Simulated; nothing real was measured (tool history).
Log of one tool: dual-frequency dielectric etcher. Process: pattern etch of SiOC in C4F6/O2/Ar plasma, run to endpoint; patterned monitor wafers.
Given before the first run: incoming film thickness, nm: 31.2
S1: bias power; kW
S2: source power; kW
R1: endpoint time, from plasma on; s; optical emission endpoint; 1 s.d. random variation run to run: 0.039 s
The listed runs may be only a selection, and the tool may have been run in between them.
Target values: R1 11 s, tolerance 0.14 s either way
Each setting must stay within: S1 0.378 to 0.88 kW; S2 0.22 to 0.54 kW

run 1 hour=0 | S1=0.629 S2=0.38 | R1=10.289
run 2 hour=8.2 | S1=0.611 S2=0.38 | R1=10.376
run 3 hour=11.2 | S1=0.595 S2=0.38 | R1=10.505
run 4 hour=12.3 | S1=0.583 S2=0.38 | R1=10.554
run 5 hour=20.2 | S1=0.583 S2=0.43 | R1=10.089
run 6 hour=28.2 | S1=0.583 S2=0.46 | R1=9.8456
run 7 hour=30.8 | S1=0.553 S2=0.46 | R1=10.026
run 8 hour=35.1 | S1=0.529 S2=0.46 | R1=10.157

Next run, 5 choices. One meets every target within its allowed miss, the rest don't. Which?
run A hour=39.4 | S1=0.446 S2=0.38 | R1=?
run B hour=39.4 | S1=0.624 S2=0.52 | R1=?
run C hour=39.4 | S1=0.491 S2=0.42 | R1=?
run D hour=39.4 | S1=0.649 S2=0.51 | R1=?
run E hour=39.4 | S1=0.447 S2=0.41 | R1=?

move=A R1=11.4
move=B R1=9.3924
move=C R1=10.763
move=D R1=9.3472
move=E R1=11.115
A: takes the result that was furthest off past its target
B: lands further from the targets than the last run did
C: gains on the last run, yet a result remains outside its allowed miss
D: lands further from the targets than the last run did
E: every result lands within tolerance
The move that meets every target is E.
